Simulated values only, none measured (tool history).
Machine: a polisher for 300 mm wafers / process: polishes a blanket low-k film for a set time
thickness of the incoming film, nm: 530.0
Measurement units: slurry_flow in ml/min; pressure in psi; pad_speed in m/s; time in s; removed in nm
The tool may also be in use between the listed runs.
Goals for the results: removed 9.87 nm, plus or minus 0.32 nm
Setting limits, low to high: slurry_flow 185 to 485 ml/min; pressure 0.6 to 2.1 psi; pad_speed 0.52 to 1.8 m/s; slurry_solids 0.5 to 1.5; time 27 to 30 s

| run | day | slurry_flow | pressure | pad_speed | slurry_solids | time | removed |
|---|---|---|---|---|---|---|---|
| 1 | 0 | 310 | 1.3 | 1.16 | 1 | 30 | 11.321 |
| 2 | 0.283 | 310 | 1.2 | 1.16 | 1 | 30 | 10.395 |
| 3 | 0.496 | 310 | 1.2 | 1.16 | 1.2 | 30 | 11.492 |
| 4 | 0.542 | 350 | 1.2 | 1.16 | 1.2 | 30 | 11.799 |
| 5 | 0.9 | 350 | 1.2 | 1.04 | 1.2 | 30 | 10.706 |
| 6 | 1.212 | 350 | 1.2 | 0.78 | 1.2 | 30 | 8.4898 |
| 7 | 1.312 | 355 | 1.2 | 0.78 | 1.2 | 30 | 8.6015 |
| 8 | 1.558 | 360 | 1.2 | 0.78 | 1.2 | 30 | 8.5437 |
| 9 | 1.633 | 365 | 1.3 | 0.78 | 1.2 | 30 | 9.1506 |

Which single option among these 4 for the next run brings every result within its allowed miss of target? Just one does.
| A | 1.708 | 335 | 1.4 | 0.8 | 1.25 | 29 | ? |
| B | 1.708 | 395 | 1.3 | 0.72 | 1.25 | 30 | ? |
| C | 1.708 | 385 | 1.3 | 0.76 | 1.2 | 30 | ? |
| D | 1.708 | 310 | 1.7 | 0.58 | 1.4 | 27 | ? |

| move | removed |
|---|---|
| A | 10.039 |
| B | 9.0005 |
| C | 9.1983 |
| D | 9.1196 |
A: every result within its allowed miss
B: misses by more than the last run did
C: closes in on the targets versus the last run, not all within tolerance yet
D: roughly where the last run was
So the answer is move A, the one that meets all the targets.
